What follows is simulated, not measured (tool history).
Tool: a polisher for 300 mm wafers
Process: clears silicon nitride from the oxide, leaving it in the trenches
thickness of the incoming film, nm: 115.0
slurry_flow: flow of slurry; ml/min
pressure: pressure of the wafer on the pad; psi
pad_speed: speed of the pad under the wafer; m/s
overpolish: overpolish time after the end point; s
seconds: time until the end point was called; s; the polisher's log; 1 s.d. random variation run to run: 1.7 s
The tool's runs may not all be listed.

Run 1, hour 0: slurry_flow 285 ml/min, pressure 3.3 psi, pad_speed 0.88 m/s, overpolish 28 s. Result: seconds 106.6 s.
Run 2, hour 7.7: slurry_flow 285 ml/min, pressure 2.9 psi, pad_speed 0.86 m/s, overpolish 28 s. Result: seconds 121.24 s.
Run 3, hour 10.7: slurry_flow 285 ml/min, pressure 2.9 psi, pad_speed 0.86 m/s, overpolish 28 s. Result: seconds 121.57 s.
Run 4, hour 18.8: slurry_flow 285 ml/min, pressure 2.9 psi, pad_speed 1.04 m/s, overpolish 28 s. Result: seconds 106.47 s.
Run 5, hour 23.1: slurry_flow 285 ml/min, pressure 3.3 psi, pad_speed 1.04 m/s, overpolish 28 s. Result: seconds 92.354 s.
Run 6, hour 30: slurry_flow 280 ml/min, pressure 2.9 psi, pad_speed 0.98 m/s, overpolish 28 s. Result: seconds 109.19 s.
Run 7, hour 33.2: slurry_flow 280 ml/min, pressure 2.6 psi, pad_speed 0.92 m/s, overpolish 28 s. Result: seconds 129.56 s.
Run 8, hour 40.8: slurry_flow 275 ml/min, pressure 2.3 psi, pad_speed 0.9 m/s, overpolish 28 s. Result: seconds 149.84 s.
Run 9, hour 47.7: slurry_flow 265 ml/min, pressure 2.1 psi, pad_speed 0.9 m/s, overpolish 28 s. Result: seconds 164.01 s.
Run 10, hour 48.6: slurry_flow 250 ml/min, pressure 2 psi, pad_speed 0.9 m/s, overpolish 28 s. Result: seconds 169.7 s.
Run 11, hour 55.8: slurry_flow 250 ml/min, pressure 2 psi, pad_speed 0.9 m/s, overpolish 28 s. Result: seconds 169.48 s.
Run 12, hour 62.2: slurry_flow 240 ml/min, pressure 1.9 psi, pad_speed 0.9 m/s, overpolish 28 s. Result: seconds 181.7 s.
Run 13, hour 70.4: slurry_flow 225 ml/min, pressure 1.9 psi, pad_speed 0.9 m/s, overpolish 28 s. Result: seconds 183.13 s.
Run 14, hour 73.6: slurry_flow 215 ml/min, pressure 1.9 psi, pad_speed 0.9 m/s, overpolish 28 s. Result: seconds 181.06 s.
Run 15, hour 77: slurry_flow 215 ml/min, pressure 1.9 psi, pad_speed 0.9 m/s, overpolish 28 s. Result: seconds 180.38 s.
Run 16, hour 78.3: slurry_flow 210 ml/min, pressure 1.8 psi, pad_speed 0.9 m/s, overpolish 28 s. Result: seconds 193 s.
Run 17, hour 82.7: slurry_flow 205 ml/min, pressure 1.8 psi, pad_speed 0.9 m/s, overpolish 28 s. Result: seconds 191.78 s.
Run 18, hour 89: slurry_flow 200 ml/min, pressure 1.8 psi, pad_speed 0.9 m/s, overpolish 28 s. Result: seconds 196.59 s.

Run 19 comes next. What will it give?
Run 19, hour 93.5: slurry_flow 195 ml/min, pressure 1.8 psi, pad_speed 0.9 m/s, overpolish 28 s. Result: seconds ?.

seconds: 194.87 s
